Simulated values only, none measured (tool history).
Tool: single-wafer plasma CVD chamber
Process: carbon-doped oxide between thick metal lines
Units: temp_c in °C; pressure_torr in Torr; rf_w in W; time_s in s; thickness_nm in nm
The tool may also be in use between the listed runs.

{"run": 1, "hour": 0.0, "temp_c": 365, "pressure_torr": 6.21, "rf_w": 485, "time_s": 116, "thickness_nm": 550.96}
{"run": 2, "hour": 4.5, "temp_c": 365, "pressure_torr": 6.21, "rf_w": 530, "time_s": 116, "thickness_nm": 592.06}
{"run": 3, "hour": 10.9, "temp_c": 365, "pressure_torr": 6.21, "rf_w": 575, "time_s": 116, "thickness_nm": 629.51}
{"run": 4, "hour": 13.3, "temp_c": 368, "pressure_torr": 5.91, "rf_w": 520, "time_s": 116, "thickness_nm": 578.82}
{"run": 5, "hour": 14.1, "temp_c": 368, "pressure_torr": 5.01, "rf_w": 520, "time_s": 116, "thickness_nm": 572.23}
{"run": 6, "hour": 19.7, "temp_c": 369, "pressure_torr": 4.92, "rf_w": 480, "time_s": 116, "thickness_nm": 532.28}

Run 7 comes next. What will it give?
{"run": 7, "hour": 28.7, "temp_c": 370, "pressure_torr": 4.79, "rf_w": 460, "time_s": 116, "thickness_nm": "?"}

Run 7 gave thickness_nm 512.36 nm.
